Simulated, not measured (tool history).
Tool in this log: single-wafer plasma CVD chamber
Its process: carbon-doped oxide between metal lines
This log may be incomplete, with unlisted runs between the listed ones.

run	hour	heater temperature setpoint (deg C)	chamber pressure (mTorr)	RF power (W)	deposition time (s)	mean film thickness on the monitor wafer (nm)
1	0	370	5720	505	18.8	82.882
2	3.3	370	5720	505	18.8	82.92
3	9.1	370	5720	505	17.9	78.94
4	15.2	370	5720	560	17.9	86.726
5	17	370	5040	560	17.9	84.989
6	22.1	364	5040	560	17.9	86.875
# hour 25.6: capacitance manometer re-zeroed and calibrated
7	25.6	366	4910	535	17.9	83.106

Run 8 is up next; what results do you expect?
8	29.9	368	4820	515	17.9	?

mean film thickness on the monitor wafer (nm): 79.232
